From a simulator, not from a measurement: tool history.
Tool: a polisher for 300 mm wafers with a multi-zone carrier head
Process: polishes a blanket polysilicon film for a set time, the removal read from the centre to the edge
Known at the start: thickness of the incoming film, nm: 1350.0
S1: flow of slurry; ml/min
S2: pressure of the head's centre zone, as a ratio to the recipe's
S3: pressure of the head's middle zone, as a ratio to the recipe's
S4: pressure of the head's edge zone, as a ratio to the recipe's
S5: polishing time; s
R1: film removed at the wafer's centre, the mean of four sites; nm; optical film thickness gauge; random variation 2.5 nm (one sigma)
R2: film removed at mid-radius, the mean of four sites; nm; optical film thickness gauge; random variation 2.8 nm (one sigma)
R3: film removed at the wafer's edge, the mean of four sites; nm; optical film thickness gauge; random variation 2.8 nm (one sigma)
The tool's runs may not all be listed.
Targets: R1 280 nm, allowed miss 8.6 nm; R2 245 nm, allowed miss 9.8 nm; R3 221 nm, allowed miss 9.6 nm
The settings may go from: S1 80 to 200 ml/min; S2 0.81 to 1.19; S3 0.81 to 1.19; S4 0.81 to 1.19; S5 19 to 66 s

run  hour   S1    S2    S3    S4  S5      R1      R2      R3
  1     0  130     1     1     1  42  444.85  452.16  437.93
  2     4  125  1.02     1  0.98  39  426.41  419.92  404.98
  3   6.5  150  1.02     1  0.98  39  434.13  430.37  409.09
  4  15.2  140  1.03     1  0.96  36  402.57  390.07  381.64
  5    24  130  1.04  1.01  0.94  34  380.37  375.38  350.42
  6  26.7  130  1.12  1.01  0.94  34  413.59  367.32  342.73
  7  28.2  125  1.12  1.01  0.93  32  379.19  342.13  329.39
  8  32.3  125  1.12  1.01  0.93  32  376.16  349.19  321.98
  9    38  125  1.13     1  0.91  30  356.06  320.19  298.16
 10  42.9  125  1.13     1   0.9  29  343.25  312.55  291.04
 11  44.1  120  1.19     1  0.81  19  240.24  201.54  182.36
 12  50.6  125  1.19     1  0.82  19  236.97  205.33   181.1
 13  53.1  130  1.19     1  0.83  19  238.76     199  183.56
 14    56  135  1.19  1.01  0.84  19  238.92  208.64  179.77
 15  60.6  135  1.19  1.01  0.86  19  238.28  208.28  183.89
 16  68.3  135  1.19  1.01  0.87  20  254.53  218.96  200.91
 17  77.3  145  1.19  1.02  0.89  21  274.29  229.79  208.36
 18  79.6  145  1.19  1.02   0.9  21  271.31  237.34   213.7

5 next moves are on the table. One of them brings every result within its allowed miss. Which?
  A  81.9   90  1.19  1.02  0.81  24   ?   ?   ?
  B  81.9  145  1.16  1.16   0.9  22   ?   ?   ?
  C  81.9  195  1.19  0.83  0.99  22   ?   ?   ?
  D  81.9  105  1.04  0.97  1.03  24   ?   ?   ?
  E  81.9  110   1.1  0.93  0.92  25   ?   ?   ?

move      R1      R2      R3
   A  282.19     244  220.23
   B  279.33  271.37  224.18
   C  300.56  217.38  242.57
   D  255.28  241.96  250.25
   E  284.19  245.96  249.27
A: meets every target
B: brings the result that was furthest off to its target, and leaves another outside
C: takes the result that was furthest off past its target
D: further off than the last run
E: brings the result that was furthest off to its target, and leaves another outside
Answer: A

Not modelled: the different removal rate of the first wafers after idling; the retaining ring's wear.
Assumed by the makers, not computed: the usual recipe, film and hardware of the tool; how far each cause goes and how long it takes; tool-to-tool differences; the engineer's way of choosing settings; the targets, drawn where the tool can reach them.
